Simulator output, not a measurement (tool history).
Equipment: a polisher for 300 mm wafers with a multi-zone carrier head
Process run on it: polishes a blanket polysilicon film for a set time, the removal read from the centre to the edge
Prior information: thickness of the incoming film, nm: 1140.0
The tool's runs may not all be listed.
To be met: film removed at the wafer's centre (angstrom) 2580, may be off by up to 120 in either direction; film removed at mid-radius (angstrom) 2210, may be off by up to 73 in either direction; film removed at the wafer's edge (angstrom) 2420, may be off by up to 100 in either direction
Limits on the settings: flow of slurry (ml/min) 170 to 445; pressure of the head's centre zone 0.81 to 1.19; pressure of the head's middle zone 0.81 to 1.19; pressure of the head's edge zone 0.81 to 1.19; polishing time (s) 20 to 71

run	hour	flow of slurry (ml/min)	pressure of the head's centre zone	pressure of the head's middle zone	pressure of the head's edge zone	polishing time (s)	film removed at the wafer's centre (angstrom)	film removed at mid-radius (angstrom)	film removed at the wafer's edge (angstrom)
1	0	285	1	1	1	45	3596.9	3623.3	3519.1
2	1.5	285	0.94	1	1	45	3316	3588.9	3552.9
3	8.7	280	0.96	0.96	0.98	41	3056.5	3133.8	3141.9
4	10.3	280	0.96	0.92	0.98	41	3182.7	2988.4	3147.3
5	18.4	280	0.92	0.92	0.98	41	2961.1	3012.8	3169
6	25.8	280	0.92	0.92	0.95	41	2924.8	3045.2	3167.2
7	32.5	275	0.94	0.9	0.94	39	2858.8	2792.8	2941.4
8	40.2	240	0.95	0.81	0.85	33	2355.1	2114.4	2401.5
9	44.9	250	0.96	0.82	0.85	33	2391.1	2150.2	2372.6
10	47.9	250	0.96	0.82	0.85	33	2424.6	2175.4	2371.7

Pick the move, out of 4, that brings all results within their allowed miss; only one does.
A	50.9	230	0.97	0.83	0.86	32	?	?	?
B	50.9	260	1.07	0.83	0.81	31	?	?	?
C	50.9	265	1	0.83	0.87	33	?	?	?
D	50.9	270	1.03	0.9	0.83	33	?	?	?

move	film removed at the wafer's centre (angstrom)	film removed at mid-radius (angstrom)	film removed at the wafer's edge (angstrom)
A	2265.3	2082.9	2332.6
B	2495.5	2070.4	2247.8
C	2492	2212.9	2469.9
D	2579	2373.9	2427
A: its largest miss is bigger than the last run's
B: brings the last run's worst result on target, with another outside its allowed miss
C: all results land within tolerance of their targets
D: brings the last run's worst result on target, with another outside its allowed miss
C meets every target.

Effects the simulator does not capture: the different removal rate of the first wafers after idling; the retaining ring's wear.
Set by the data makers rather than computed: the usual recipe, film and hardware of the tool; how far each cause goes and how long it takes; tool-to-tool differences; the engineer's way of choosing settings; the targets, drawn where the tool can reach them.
